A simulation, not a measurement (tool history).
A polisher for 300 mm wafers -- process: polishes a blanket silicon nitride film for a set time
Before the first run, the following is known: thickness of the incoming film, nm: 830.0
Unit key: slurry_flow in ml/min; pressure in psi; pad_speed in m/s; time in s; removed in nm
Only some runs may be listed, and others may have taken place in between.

run 1 hour=0 | slurry_flow=265 pressure=3.4 pad_speed=1.38 time=48 | removed=88.75
run 2 hour=4.2 | slurry_flow=205 pressure=3.4 pad_speed=1.38 time=48 | removed=85.783
run 3 hour=7.7 | slurry_flow=205 pressure=3.4 pad_speed=1.38 time=48 | removed=86.479
run 4 hour=13.9 | slurry_flow=205 pressure=3.4 pad_speed=1.38 time=43 | removed=76.29
run 5 hour=18 | slurry_flow=205 pressure=3.4 pad_speed=1.38 time=48 | removed=85.777
run 6 hour=23.1 | slurry_flow=160 pressure=3.4 pad_speed=1.38 time=48 | removed=82.334
run 7 hour=29.7 | slurry_flow=160 pressure=3.3 pad_speed=1.38 time=48 | removed=80.187
run 8 hour=30.7 | slurry_flow=160 pressure=2.5 pad_speed=1.36 time=48 | removed=60.921
run 9 hour=37.9 | slurry_flow=165 pressure=2.5 pad_speed=1.36 time=48 | removed=61.279

Run 10 comes next. What will it give?
run 10 hour=44.9 | slurry_flow=165 pressure=2.5 pad_speed=1.36 time=48 | removed=?

{"run 10": {"removed": 60.106}}

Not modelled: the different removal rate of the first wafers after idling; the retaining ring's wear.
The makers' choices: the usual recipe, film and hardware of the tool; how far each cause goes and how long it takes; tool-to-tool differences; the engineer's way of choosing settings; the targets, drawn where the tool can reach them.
